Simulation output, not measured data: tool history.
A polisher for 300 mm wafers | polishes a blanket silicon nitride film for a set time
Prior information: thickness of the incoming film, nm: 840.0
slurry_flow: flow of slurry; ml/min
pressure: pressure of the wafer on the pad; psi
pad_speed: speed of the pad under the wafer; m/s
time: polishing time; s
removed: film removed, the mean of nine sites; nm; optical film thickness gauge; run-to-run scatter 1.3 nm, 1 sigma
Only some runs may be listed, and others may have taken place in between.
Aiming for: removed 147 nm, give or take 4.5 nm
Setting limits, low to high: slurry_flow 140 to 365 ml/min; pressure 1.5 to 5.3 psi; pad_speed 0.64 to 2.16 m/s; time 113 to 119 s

run	hour	slurry_flow	pressure	pad_speed	time	removed
1	0	235	3.4	1.4	113	214.79
2	6.5	235	3.2	1.4	113	203.08
3	14	235	4	1.4	113	253.37
4	16.3	260	4	1.4	113	256.06
5	22.9	260	4	1.22	113	233.69
6	29.8	260	3.7	1.22	113	218.3
7	34.6	255	3.5	1.22	113	209.29
8	35.3	250	3.3	1.22	113	196.16
9	43.1	245	3.1	1.22	113	186.44
10	44.6	240	2.9	1.22	113	175.5
11	50.2	235	2.8	1.22	113	167.98
# hour 51.7: worn pad replaced by a new one
12	51.7	230	2.7	1.22	113	173.17
13	53	230	2.6	1.22	113	168.77
14	59.9	230	2.5	1.22	113	159.53
15	64.8	230	2.4	1.22	113	154.26

Below are 5 possible settings for the next run. Only one of them brings all results inside the allowed miss of their targets. Which is it?
A	69.7	240	2.2	1.38	119	?
B	69.7	215	2.8	1.06	113	?
C	69.7	230	2.1	1.3	118	?
D	69.7	255	2.5	1.14	113	?
E	69.7	255	2.3	1.24	119	?

move	removed
A	163.08
B	167.21
C	149.91
D	158.11
E	161.14
A: further off than the last run
B: further off than the last run
C: every result within its allowed miss
D: further off than the last run
E: further off than the last run
Answer: C
